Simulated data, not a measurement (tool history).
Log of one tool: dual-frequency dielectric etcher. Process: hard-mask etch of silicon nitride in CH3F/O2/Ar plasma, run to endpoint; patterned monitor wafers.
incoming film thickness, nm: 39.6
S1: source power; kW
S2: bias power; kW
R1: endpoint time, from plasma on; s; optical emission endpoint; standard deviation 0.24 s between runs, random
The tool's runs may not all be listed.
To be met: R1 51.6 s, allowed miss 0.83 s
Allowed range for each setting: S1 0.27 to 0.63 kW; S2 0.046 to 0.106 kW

Run 1, hour 0: S1 0.45 kW, S2 0.076 kW. Result: R1 59.615 s.
Run 2, hour 2.1: S1 0.38 kW, S2 0.076 kW. Result: R1 64.053 s.
Run 3, hour 10.8: S1 0.31 kW, S2 0.076 kW. Result: R1 69.047 s.
Run 4, hour 13.5: S1 0.35 kW, S2 0.076 kW. Result: R1 65.853 s.
Run 5, hour 16.9: S1 0.4 kW, S2 0.076 kW. Result: R1 62.612 s.
Run 6, hour 24: S1 0.46 kW, S2 0.077 kW. Result: R1 58.944 s.
Run 7, hour 27.7: S1 0.5 kW, S2 0.078 kW. Result: R1 57.176 s.
Run 8, hour 33.1: S1 0.54 kW, S2 0.079 kW. Result: R1 55.481 s.
Run 9, hour 42: S1 0.57 kW, S2 0.08 kW. Result: R1 53.826 s.
Run 10, hour 43.4: S1 0.59 kW, S2 0.08 kW. Result: R1 53.11 s.

Consider the 4 candidate settings below. Which is the only one whose results all fall within their allowed miss of target?
Run A, hour 44.8: S1 0.53 kW, S2 0.078 kW. Result: R1 ?.
Run B, hour 44.8: S1 0.53 kW, S2 0.08 kW. Result: R1 ?.
Run C, hour 44.8: S1 0.59 kW, S2 0.09 kW. Result: R1 ?.
Run D, hour 44.8: S1 0.57 kW, S2 0.074 kW. Result: R1 ?.

move      R1
   A  55.666
   B  55.329
   C  51.533
   D  54.761
A: its largest miss is bigger than the last run's
B: its largest miss is bigger than the last run's
C: meets every target
D: its largest miss is bigger than the last run's
The right move is C.

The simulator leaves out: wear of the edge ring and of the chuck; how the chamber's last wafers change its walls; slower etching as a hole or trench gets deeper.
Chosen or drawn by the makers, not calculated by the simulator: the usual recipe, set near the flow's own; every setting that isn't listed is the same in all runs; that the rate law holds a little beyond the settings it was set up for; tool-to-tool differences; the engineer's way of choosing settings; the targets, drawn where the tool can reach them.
